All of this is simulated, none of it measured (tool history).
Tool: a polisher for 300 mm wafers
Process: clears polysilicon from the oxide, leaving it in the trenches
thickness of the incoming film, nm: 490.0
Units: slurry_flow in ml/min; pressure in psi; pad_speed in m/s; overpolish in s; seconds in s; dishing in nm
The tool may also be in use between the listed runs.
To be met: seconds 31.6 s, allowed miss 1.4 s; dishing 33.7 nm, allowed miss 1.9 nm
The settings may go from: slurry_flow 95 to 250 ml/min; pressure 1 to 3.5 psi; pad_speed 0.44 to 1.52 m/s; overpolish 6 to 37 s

Run 1, day 0: slurry_flow 160 ml/min, pressure 2.2 psi, pad_speed 0.98 m/s, overpolish 19 s. Result: seconds 41.958 s, dishing 38.398 nm.
Run 2, day 0.062: slurry_flow 160 ml/min, pressure 2.2 psi, pad_speed 0.98 m/s, overpolish 14 s. Result: seconds 41.996 s, dishing 38.124 nm.
Run 3, day 0.271: slurry_flow 145 ml/min, pressure 2.2 psi, pad_speed 0.98 m/s, overpolish 14 s. Result: seconds 42.58 s, dishing 36.928 nm.
Run 4, day 0.571: slurry_flow 140 ml/min, pressure 2.3 psi, pad_speed 0.98 m/s, overpolish 13 s. Result: seconds 41.665 s, dishing 36.748 nm.
Run 5, day 0.625: slurry_flow 140 ml/min, pressure 2.3 psi, pad_speed 0.74 m/s, overpolish 13 s. Result: seconds 54.657 s, dishing 35.505 nm.
Run 6, day 0.967: slurry_flow 135 ml/min, pressure 2.4 psi, pad_speed 0.74 m/s, overpolish 12 s. Result: seconds 52.057 s, dishing 35.106 nm.
Run 7, day 1.183: slurry_flow 135 ml/min, pressure 2.5 psi, pad_speed 0.74 m/s, overpolish 12 s. Result: seconds 50.239 s, dishing 35.725 nm.
Run 8, day 1.492: slurry_flow 130 ml/min, pressure 2.6 psi, pad_speed 0.74 m/s, overpolish 11 s. Result: seconds 48.864 s, dishing 34.829 nm.
Run 9, day 1.633: slurry_flow 130 ml/min, pressure 2.6 psi, pad_speed 0.74 m/s, overpolish 11 s. Result: seconds 48.838 s, dishing 34.811 nm.
Run 10, day 1.967: slurry_flow 130 ml/min, pressure 2.7 psi, pad_speed 0.74 m/s, overpolish 11 s. Result: seconds 47.439 s, dishing 35.861 nm.

Which of these 5 next moves meets every target?
Run A, day 2.3: slurry_flow 95 ml/min, pressure 3.2 psi, pad_speed 1.12 m/s, overpolish 6 s. Result: seconds ?, dishing ?.
Run B, day 2.3: slurry_flow 95 ml/min, pressure 3 psi, pad_speed 1.08 m/s, overpolish 6 s. Result: seconds ?, dishing ?.
Run C, day 2.3: slurry_flow 95 ml/min, pressure 3 psi, pad_speed 0.98 m/s, overpolish 6 s. Result: seconds ?, dishing ?.
Run D, day 2.3: slurry_flow 105 ml/min, pressure 2.9 psi, pad_speed 0.96 m/s, overpolish 7 s. Result: seconds ?, dishing ?.
Run E, day 2.3: slurry_flow 150 ml/min, pressure 2.1 psi, pad_speed 0.54 m/s, overpolish 17 s. Result: seconds ?, dishing ?.

move  seconds  dishing
   A   28.061   34.839
   B   30.892    33.99
   C    33.95   33.055
   D   35.245   34.196
   E   78.688   34.924
A: takes the result that was furthest off past its target
B: meets every target
C: nearer than the last run, and not there yet
D: nearer than the last run, and not there yet
E: further off than the last run
The right move is B.
